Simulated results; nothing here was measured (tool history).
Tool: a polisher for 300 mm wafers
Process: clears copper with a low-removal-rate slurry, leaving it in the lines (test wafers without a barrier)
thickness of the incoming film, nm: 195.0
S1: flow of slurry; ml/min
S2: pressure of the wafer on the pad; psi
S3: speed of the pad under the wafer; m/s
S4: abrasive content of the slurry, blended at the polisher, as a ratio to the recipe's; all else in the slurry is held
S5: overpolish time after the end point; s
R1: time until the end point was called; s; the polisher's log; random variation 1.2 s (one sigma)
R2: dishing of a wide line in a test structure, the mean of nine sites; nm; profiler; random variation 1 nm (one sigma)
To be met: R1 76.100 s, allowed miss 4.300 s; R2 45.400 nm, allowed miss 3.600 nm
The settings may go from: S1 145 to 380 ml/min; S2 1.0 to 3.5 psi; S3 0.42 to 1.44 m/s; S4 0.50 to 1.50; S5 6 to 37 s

{"run": 1, "day": 0.0, "S1": 245, "S2": 2.2, "S3": 0.92, "S4": 1.0, "S5": 19, "R1": 100.37, "R2": 26.817}
{"run": 2, "day": 0.092, "S1": 245, "S2": 2.2, "S3": 0.92, "S4": 1.0, "S5": 25, "R1": 96.331, "R2": 31.996}
{"run": 3, "day": 0.267, "S1": 245, "S2": 2.2, "S3": 0.92, "S4": 0.9, "S5": 25, "R1": 98.384, "R2": 31.206}
{"run": 4, "day": 0.392, "S1": 245, "S2": 2.2, "S3": 0.92, "S4": 0.9, "S5": 33, "R1": 97.105, "R2": 38.38}
{"run": 5, "day": 0.421, "S1": 245, "S2": 2.3, "S3": 0.92, "S4": 0.9, "S5": 33, "R1": 95.852, "R2": 40.316}
{"run": 6, "day": 0.458, "S1": 245, "S2": 2.5, "S3": 0.92, "S4": 0.9, "S5": 33, "R1": 89.198, "R2": 41.312}
{"run": 7, "day": 0.767, "S1": 245, "S2": 2.6, "S3": 0.92, "S4": 0.9, "S5": 33, "R1": 84.443, "R2": 42.747}
{"run": 8, "day": 0.933, "S1": 245, "S2": 2.7, "S3": 0.92, "S4": 0.9, "S5": 33, "R1": 81.608, "R2": 43.255}

4 next moves are on the table. One of them brings every result within its allowed miss. Which?
{"run": "A", "day": 1.1, "S1": 250, "S2": 2.7, "S3": 0.92, "S4": 0.75, "S5": 33, "R1": "?", "R2": "?"}
{"run": "B", "day": 1.1, "S1": 330, "S2": 2.8, "S3": 0.96, "S4": 0.8, "S5": 33, "R1": "?", "R2": "?"}
{"run": "C", "day": 1.1, "S1": 240, "S2": 2.6, "S3": 0.88, "S4": 0.95, "S5": 33, "R1": "?", "R2": "?"}
{"run": "D", "day": 1.1, "S1": 280, "S2": 2.2, "S3": 1.04, "S4": 0.85, "S5": 34, "R1": "?", "R2": "?"}

move=A R1=83.885 R2=41.792
move=B R1=75.130 R2=44.713
move=C R1=86.122 R2=41.037
move=D R1=87.002 R2=41.139
A: further off than the last run
B: meets every target
C: further off than the last run
D: further off than the last run
Move B is the one to make.
